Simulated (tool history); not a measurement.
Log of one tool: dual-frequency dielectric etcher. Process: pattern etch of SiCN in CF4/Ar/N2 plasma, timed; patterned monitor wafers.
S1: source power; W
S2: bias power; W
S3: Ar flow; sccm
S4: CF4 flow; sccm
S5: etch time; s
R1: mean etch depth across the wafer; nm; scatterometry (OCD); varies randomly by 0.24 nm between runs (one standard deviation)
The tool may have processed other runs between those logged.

run 1 hour=0.0 | S1=510 S2=73 S3=95 S4=49 S5=69.5 | R1=60.790
run 2 hour=5.6 | S1=490 S2=72 S3=95 S4=49 S5=69.5 | R1=58.361
run 3 hour=6.5 | S1=470 S2=72 S3=95 S4=49 S5=69.5 | R1=56.245
run 4 hour=13.6 | S1=510 S2=72 S3=95 S4=49 S5=69.5 | R1=61.305
run 5 hour=15.0 | S1=510 S2=72 S3=78 S4=49 S5=69.5 | R1=62.528
run 6 hour=20.3 | S1=490 S2=71 S3=78 S4=49 S5=69.5 | R1=59.867
run 7 hour=27.5 | S1=470 S2=71 S3=78 S4=49 S5=69.5 | R1=57.447

Predict the results of run 8:
run 8 hour=32.0 | S1=400 S2=69 S3=79 S4=49 S5=69.5 | R1=?

R1: 47.349 nm

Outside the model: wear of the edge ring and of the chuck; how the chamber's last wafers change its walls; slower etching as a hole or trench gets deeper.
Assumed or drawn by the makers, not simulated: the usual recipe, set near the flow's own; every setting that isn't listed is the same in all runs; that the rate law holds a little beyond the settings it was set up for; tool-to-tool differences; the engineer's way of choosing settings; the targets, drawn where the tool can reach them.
